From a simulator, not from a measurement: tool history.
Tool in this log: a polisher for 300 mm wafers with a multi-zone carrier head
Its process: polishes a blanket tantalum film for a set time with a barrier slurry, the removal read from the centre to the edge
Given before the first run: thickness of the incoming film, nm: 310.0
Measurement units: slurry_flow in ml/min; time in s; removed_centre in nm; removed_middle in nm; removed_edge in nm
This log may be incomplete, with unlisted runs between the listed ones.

run  hour  slurry_flow  centre_zone  middle_zone  edge_zone  slurry_solids  time  removed_centre  removed_middle  removed_edge
  1   0.0          280         1.00         1.00       1.00           1.00    48         106.080         112.810       109.050
  2   2.8          275         0.99         0.98       0.98           0.95    46          98.193         104.050       101.870
  3   4.8          275         1.03         0.98       0.98           0.95    46         101.140         103.400       101.900
  4   6.2          270         1.02         0.97       0.97           0.90    44          93.416          97.873        94.313
  5  13.4          270         1.02         0.97       0.97           0.90    34          74.289          74.882        73.884
  6  20.8          270         1.02         1.01       0.97           0.90    34          74.057          77.885        74.509
  7  25.8          265         1.01         0.99       0.96           0.85    34          71.339          75.309        72.793
  8  32.6          260         1.01         0.97       0.95           0.80    34          70.851          72.086        68.972
  9  40.5          255         0.99         0.95       0.95           0.75    34          66.708          69.959        69.862
 10  41.5          250         0.99         0.94       0.94           0.70    34          65.674          68.130        66.299
 11  44.7          245         0.98         0.93       0.94           0.70    34          64.134          67.187        66.967
 12  47.8          240         0.98         0.92       0.93           0.70    34          64.822          66.064        66.576
 13  49.5          240         0.97         0.91       0.92           0.70    34          63.744          65.611        66.115
 14  55.1          215         0.91         0.81       0.82           0.50    30          46.189          46.540        48.632

Predict the results of run 15:
 15  59.9          230         0.91         0.82       0.83           0.50    30               ?               ?             ?

removed_centre: 46.528 nm
removed_middle: 47.089 nm
removed_edge: 49.596 nm

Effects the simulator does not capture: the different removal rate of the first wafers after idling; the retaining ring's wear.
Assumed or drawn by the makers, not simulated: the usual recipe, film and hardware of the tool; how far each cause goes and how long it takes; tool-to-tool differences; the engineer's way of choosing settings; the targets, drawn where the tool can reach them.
